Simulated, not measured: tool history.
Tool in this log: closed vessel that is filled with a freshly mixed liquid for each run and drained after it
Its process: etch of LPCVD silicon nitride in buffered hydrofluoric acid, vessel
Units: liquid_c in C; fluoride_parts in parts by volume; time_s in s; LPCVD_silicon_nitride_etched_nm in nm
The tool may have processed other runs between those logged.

run	hour	liquid_c	fluoride_parts	time_s	LPCVD_silicon_nitride_etched_nm
1	0.0	25.0	15.5	920	10.483
2	3.5	27.0	13.0	925	13.978
3	8.8	28.5	11.5	925	17.430
4	14.0	29.5	11.0	925	19.102
5	19.0	30.5	10.5	925	20.628
6	23.5	31.0	10.0	925	22.171

Run 7 comes next. What will it give?
7	28.1	31.5	10.0	925	?

For run 7 the tool returned LPCVD_silicon_nitride_etched_nm 23.276 nm.

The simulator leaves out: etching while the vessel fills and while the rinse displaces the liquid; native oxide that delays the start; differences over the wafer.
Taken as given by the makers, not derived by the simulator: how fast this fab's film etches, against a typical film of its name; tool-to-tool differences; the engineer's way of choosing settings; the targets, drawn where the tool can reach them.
